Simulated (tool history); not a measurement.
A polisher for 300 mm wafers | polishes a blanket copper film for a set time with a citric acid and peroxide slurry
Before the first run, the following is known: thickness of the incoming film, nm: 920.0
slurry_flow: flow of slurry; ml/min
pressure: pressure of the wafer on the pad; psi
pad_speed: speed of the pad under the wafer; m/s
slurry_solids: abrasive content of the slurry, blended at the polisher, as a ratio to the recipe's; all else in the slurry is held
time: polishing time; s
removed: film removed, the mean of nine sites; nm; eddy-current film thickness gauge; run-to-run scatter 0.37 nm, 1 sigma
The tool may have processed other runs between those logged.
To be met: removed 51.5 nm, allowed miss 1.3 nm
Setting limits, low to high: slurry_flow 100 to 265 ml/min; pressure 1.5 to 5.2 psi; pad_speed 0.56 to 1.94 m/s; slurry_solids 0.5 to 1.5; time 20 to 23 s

{"run": 1, "hour": 0.0, "slurry_flow": 170, "pressure": 3.3, "pad_speed": 1.24, "slurry_solids": 1, "time": 23, "removed": 73.11}
{"run": 2, "hour": 5.1, "slurry_flow": 160, "pressure": 2.9, "pad_speed": 1.24, "slurry_solids": 1, "time": 23, "removed": 62.722}
{"run": 3, "hour": 13.7, "slurry_flow": 160, "pressure": 2.9, "pad_speed": 1.4, "slurry_solids": 1, "time": 23, "removed": 70.918}
{"run": 4, "hour": 19.3, "slurry_flow": 160, "pressure": 2.9, "pad_speed": 1.12, "slurry_solids": 1, "time": 23, "removed": 56.532}
{"run": 5, "hour": 25.4, "slurry_flow": 160, "pressure": 3.2, "pad_speed": 1.12, "slurry_solids": 1, "time": 23, "removed": 62.931}
{"run": 6, "hour": 29.1, "slurry_flow": 160, "pressure": 3.2, "pad_speed": 1.12, "slurry_solids": 0.8, "time": 23, "removed": 60.945}
{"run": 7, "hour": 37.8, "slurry_flow": 150, "pressure": 3.1, "pad_speed": 1.12, "slurry_solids": 0.8, "time": 23, "removed": 58.954}
{"run": 8, "hour": 38.8, "slurry_flow": 145, "pressure": 3, "pad_speed": 1.12, "slurry_solids": 0.8, "time": 23, "removed": 56.115}
{"run": 9, "hour": 44.7, "slurry_flow": 135, "pressure": 2.9, "pad_speed": 1.12, "slurry_solids": 0.8, "time": 23, "removed": 53.069}

Exactly one of the 4 candidate moves below puts every result within its allowed miss. Which one?
{"run": "A", "hour": 50.6, "slurry_flow": 105, "pressure": 2.9, "pad_speed": 1.2, "slurry_solids": 0.9, "time": 23, "removed": "?"}
{"run": "B", "hour": 50.6, "slurry_flow": 135, "pressure": 3.9, "pad_speed": 0.86, "slurry_solids": 0.9, "time": 20, "removed": "?"}
{"run": "C", "hour": 50.6, "slurry_flow": 110, "pressure": 2.5, "pad_speed": 1.28, "slurry_solids": 0.6, "time": 23, "removed": "?"}
{"run": "D", "hour": 50.6, "slurry_flow": 155, "pressure": 2.5, "pad_speed": 1.3, "slurry_solids": 1.05, "time": 21, "removed": "?"}

move=A removed=54.219
move=B removed=48.583
move=C removed=48.14
move=D removed=52.017
A: the biggest miss grows against the last run
B: pushes the last run's worst result past its target
C: pushes the last run's worst result past its target
D: every result lands within tolerance
Answer: D
